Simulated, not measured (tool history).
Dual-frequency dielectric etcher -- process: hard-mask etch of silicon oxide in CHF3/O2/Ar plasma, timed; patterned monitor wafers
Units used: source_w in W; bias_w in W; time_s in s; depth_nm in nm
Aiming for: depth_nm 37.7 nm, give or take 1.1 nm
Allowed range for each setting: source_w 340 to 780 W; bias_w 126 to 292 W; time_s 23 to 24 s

run	hour	source_w	bias_w	time_s	depth_nm
1	0	560	209	23	42.968
2	4.4	560	209	24	45.009
3	10.3	520	199	24	42.896
4	16.6	520	185	24	42.124
5	21.8	490	180	24	40.562
6	25.6	470	177	24	39.74
7	29.3	460	175	24	39.247
8	36	450	174	24	39.014

Which of these 4 next moves meets every target?
A	42.7	570	174	23	?
B	42.7	470	147	24	?
C	42.7	450	217	23.5	?
D	42.7	480	183	24	?

move	depth_nm
A	40.962
B	37.539
C	40.966
D	40.568
A: the biggest miss grows against the last run
B: every result lands within tolerance
C: the biggest miss grows against the last run
D: the biggest miss grows against the last run
B is the move that brings every result within its allowed miss.
